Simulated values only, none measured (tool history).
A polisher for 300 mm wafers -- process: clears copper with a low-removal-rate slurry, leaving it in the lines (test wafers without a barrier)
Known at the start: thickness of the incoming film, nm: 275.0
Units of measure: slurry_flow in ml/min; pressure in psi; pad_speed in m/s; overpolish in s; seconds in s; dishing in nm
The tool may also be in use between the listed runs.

run,hour,slurry_flow,pressure,pad_speed,slurry_solids,overpolish,seconds,dishing
1,0.0,185,3.3,1.04,1.0,18,106.52,30.419
2,6.9,145,3.3,1.04,1.0,18,110.97,29.752
3,14.1,145,3.3,0.96,1.0,18,117.93,27.561
4,19.6,145,3.1,0.96,1.0,17,123.19,24.837
# hour 24.3: worn pad replaced by a new one
5,24.3,145,2.9,0.96,1.0,16,120.12,24.233
6,30.6,145,2.9,1.08,1.0,16,106.61,26.855
7,38.0,145,2.6,1.04,1.0,16,125.16,24.179

Estimate the outcome of run 8 from the log above:
8,45.3,145,2.4,1.04,1.0,15,?,?

{"run 8": {"seconds": 130.26, "dishing": 21.745}}
